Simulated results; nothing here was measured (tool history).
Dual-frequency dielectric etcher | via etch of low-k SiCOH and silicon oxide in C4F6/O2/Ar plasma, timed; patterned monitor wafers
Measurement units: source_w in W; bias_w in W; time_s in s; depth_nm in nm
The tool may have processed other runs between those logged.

run,hour,source_w,bias_w,time_s,depth_nm
1,0,470,256,68.5,243.37
2,7,430,244,68.5,227.75
3,10,490,244,68.5,246.97
4,13.2,450,243,68.5,234.48
5,21.8,450,283,68.5,246.16
6,23.6,420,275,68.5,232.2
7,26.1,390,274,68.5,222.69
8,29.1,370,274,68.5,213.31
9,33.2,370,274,68.5,214.44
10,35.6,280,244,68.5,162.75

What will run 11 give?
11,39.8,300,244,68.5,?

{"run 11": {"depth_nm": 174.24}}
